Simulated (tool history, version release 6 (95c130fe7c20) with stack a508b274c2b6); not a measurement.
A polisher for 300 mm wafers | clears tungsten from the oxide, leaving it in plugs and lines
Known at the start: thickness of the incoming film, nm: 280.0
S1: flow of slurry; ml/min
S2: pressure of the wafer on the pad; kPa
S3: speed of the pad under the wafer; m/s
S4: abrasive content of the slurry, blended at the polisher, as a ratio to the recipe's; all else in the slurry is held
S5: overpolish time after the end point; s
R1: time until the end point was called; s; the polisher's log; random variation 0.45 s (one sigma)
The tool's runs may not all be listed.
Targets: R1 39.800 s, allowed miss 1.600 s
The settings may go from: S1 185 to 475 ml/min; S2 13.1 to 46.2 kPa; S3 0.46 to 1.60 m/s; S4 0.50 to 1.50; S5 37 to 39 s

| run | hour | S1 | S2 | S3 | S4 | S5 | R1 |
|---|---|---|---|---|---|---|---|
| 1 | 0.0 | 305 | 29.6 | 1.02 | 1.00 | 37 | 65.000 |
| 2 | 2.8 | 305 | 29.6 | 1.02 | 1.15 | 37 | 63.088 |
| 3 | 4.1 | 305 | 29.6 | 0.86 | 1.15 | 37 | 74.783 |
| 4 | 11.0 | 305 | 33.8 | 0.88 | 1.15 | 37 | 63.144 |
| 5 | 15.1 | 305 | 33.8 | 0.88 | 1.15 | 37 | 63.867 |
| 6 | 22.3 | 305 | 33.8 | 1.14 | 1.15 | 37 | 49.705 |
| 7 | 29.3 | 305 | 35.2 | 1.14 | 1.15 | 37 | 46.827 |
| 8 | 35.4 | 305 | 36.5 | 1.14 | 1.15 | 37 | 45.747 |

5 next moves are on the table. One of them brings every result within its allowed miss. Which?
| A | 41.5 | 295 | 34.5 | 1.06 | 1.00 | 39 | ? |
| B | 41.5 | 260 | 36.5 | 1.24 | 1.05 | 39 | ? |
| C | 41.5 | 325 | 37.9 | 1.00 | 1.10 | 39 | ? |
| D | 41.5 | 290 | 35.9 | 1.10 | 1.20 | 37 | ? |
| E | 41.5 | 210 | 36.5 | 1.34 | 1.30 | 37 | ? |

| move | R1 |
|---|---|
| A | 53.994 |
| B | 43.784 |
| C | 50.222 |
| D | 47.712 |
| E | 39.332 |
A: further off than the last run
B: nearer than the last run, and not there yet
C: further off than the last run
D: further off than the last run
E: meets every target
Answer: E
